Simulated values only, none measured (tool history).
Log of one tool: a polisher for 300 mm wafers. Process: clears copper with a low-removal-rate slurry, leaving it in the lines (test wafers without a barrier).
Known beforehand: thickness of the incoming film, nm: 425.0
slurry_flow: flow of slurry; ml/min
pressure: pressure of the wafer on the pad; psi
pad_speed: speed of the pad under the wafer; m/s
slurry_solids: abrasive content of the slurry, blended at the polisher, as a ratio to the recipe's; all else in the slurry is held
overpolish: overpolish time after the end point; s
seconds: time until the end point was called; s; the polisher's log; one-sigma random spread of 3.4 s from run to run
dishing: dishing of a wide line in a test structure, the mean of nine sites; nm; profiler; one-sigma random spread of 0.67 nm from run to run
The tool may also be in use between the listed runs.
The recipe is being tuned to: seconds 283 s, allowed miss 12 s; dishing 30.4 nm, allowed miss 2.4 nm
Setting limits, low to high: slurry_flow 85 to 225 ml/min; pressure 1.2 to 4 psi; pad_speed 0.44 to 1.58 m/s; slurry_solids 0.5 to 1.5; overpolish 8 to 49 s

Run 1, hour 0: slurry_flow 145 ml/min, pressure 2.6 psi, pad_speed 1 m/s, slurry_solids 1, overpolish 25 s. Result: seconds 173.32 s, dishing 37.735 nm.
Run 2, hour 1: slurry_flow 145 ml/min, pressure 2.6 psi, pad_speed 1 m/s, slurry_solids 0.8, overpolish 25 s. Result: seconds 174.34 s, dishing 35.841 nm.
Run 3, hour 8.7: slurry_flow 145 ml/min, pressure 2.6 psi, pad_speed 1.16 m/s, slurry_solids 0.8, overpolish 25 s. Result: seconds 155.66 s, dishing 36.67 nm.
Run 4, hour 13.4: slurry_flow 145 ml/min, pressure 2.6 psi, pad_speed 0.98 m/s, slurry_solids 0.8, overpolish 25 s. Result: seconds 184.1 s, dishing 34.203 nm.
Run 5, hour 19.2: slurry_flow 145 ml/min, pressure 2.4 psi, pad_speed 0.98 m/s, slurry_solids 0.8, overpolish 26 s. Result: seconds 195.51 s, dishing 34.731 nm.
Run 6, hour 22.9: slurry_flow 145 ml/min, pressure 2.3 psi, pad_speed 0.98 m/s, slurry_solids 0.8, overpolish 26 s. Result: seconds 201.98 s, dishing 32.893 nm.
Run 7, hour 27.3: slurry_flow 145 ml/min, pressure 2.2 psi, pad_speed 0.98 m/s, slurry_solids 0.8, overpolish 27 s. Result: seconds 208.4 s, dishing 33.982 nm.
Run 8, hour 29.9: slurry_flow 145 ml/min, pressure 2.1 psi, pad_speed 0.98 m/s, slurry_solids 0.8, overpolish 27 s. Result: seconds 214.56 s, dishing 32.339 nm.
Run 9, hour 37.1: slurry_flow 130 ml/min, pressure 1.4 psi, pad_speed 0.94 m/s, slurry_solids 0.8, overpolish 35 s. Result: seconds 308.84 s, dishing 29.494 nm.
Run 10, hour 41.9: slurry_flow 135 ml/min, pressure 1.4 psi, pad_speed 0.94 m/s, slurry_solids 0.8, overpolish 35 s. Result: seconds 308.97 s, dishing 30.091 nm.

Exactly one of the 5 candidate moves below puts every result within its allowed miss. Which one?
Run A, hour 46.7: slurry_flow 125 ml/min, pressure 1.8 psi, pad_speed 0.9 m/s, slurry_solids 0.65, overpolish 44 s. Result: seconds ?, dishing ?.
Run B, hour 46.7: slurry_flow 105 ml/min, pressure 1.4 psi, pad_speed 1.04 m/s, slurry_solids 0.9, overpolish 34 s. Result: seconds ?, dishing ?.
Run C, hour 46.7: slurry_flow 105 ml/min, pressure 1.6 psi, pad_speed 0.88 m/s, slurry_solids 0.85, overpolish 38 s. Result: seconds ?, dishing ?.
Run D, hour 46.7: slurry_flow 130 ml/min, pressure 1.3 psi, pad_speed 1 m/s, slurry_solids 0.75, overpolish 49 s. Result: seconds ?, dishing ?.
Run E, hour 46.7: slurry_flow 195 ml/min, pressure 1.5 psi, pad_speed 0.92 m/s, slurry_solids 0.85, overpolish 42 s. Result: seconds ?, dishing ?.

move  seconds  dishing
   A   285.76   36.142
   B   289.92   30.026
   C   312.01   31.079
   D   318.76   35.007
   E   287.93   34.468
A: meets the target for the result that was furthest off, but another lies outside its allowed miss
B: hits every target within its allowed miss
C: the biggest miss grows against the last run
D: the biggest miss grows against the last run
E: meets the target for the result that was furthest off, but another lies outside its allowed miss
Answer: B

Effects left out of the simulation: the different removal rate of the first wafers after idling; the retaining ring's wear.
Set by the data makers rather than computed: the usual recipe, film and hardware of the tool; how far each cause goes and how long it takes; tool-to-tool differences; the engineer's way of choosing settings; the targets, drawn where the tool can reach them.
